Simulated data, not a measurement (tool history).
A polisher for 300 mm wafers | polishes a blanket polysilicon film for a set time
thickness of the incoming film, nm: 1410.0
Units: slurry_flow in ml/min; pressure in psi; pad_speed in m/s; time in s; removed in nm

run,day,slurry_flow,pressure,pad_speed,time,removed
1,0,130,3.3,0.76,93,596.48
2,0.238,130,2.9,0.72,93,482.06
3,0.496,130,2.6,0.72,93,440.06
4,0.704,130,2.6,0.84,93,502.33
5,0.754,130,2.3,0.8,93,444.23
6,1.121,130,2.1,0.76,93,387.24
7,1.408,130,2,0.74,93,359.32
8,1.608,130,1.9,0.74,93,336.07
9,1.829,130,1.8,0.74,93,325.03

Forecast run 10:
10,2.004,130,1.7,0.74,93,?

{"run 10": {"removed": 307.27}}
